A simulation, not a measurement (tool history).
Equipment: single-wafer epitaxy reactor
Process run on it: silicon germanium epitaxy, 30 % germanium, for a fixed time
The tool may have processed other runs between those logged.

run  hour  wafer temperature setpoint (pyrometer-controlled) (deg C)  chamber pressure (Torr)  mean film thickness on the monitor wafer (Å)
  1   0.0                                                        600                     24.4                                        644.83
  2   5.7                                                        598                     24.3                                        615.53
  3  12.2                                                        596                     24.3                                        599.61
  4  20.3                                                        604                     24.3                                        680.48
  5  21.0                                                        610                     24.3                                        739.39
  6  25.9                                                        610                     26.7                                        779.94

For run 7, what comes out?
  7  30.1                                                        598                     26.2                                             ?

mean film thickness on the monitor wafer (Å): 635.00
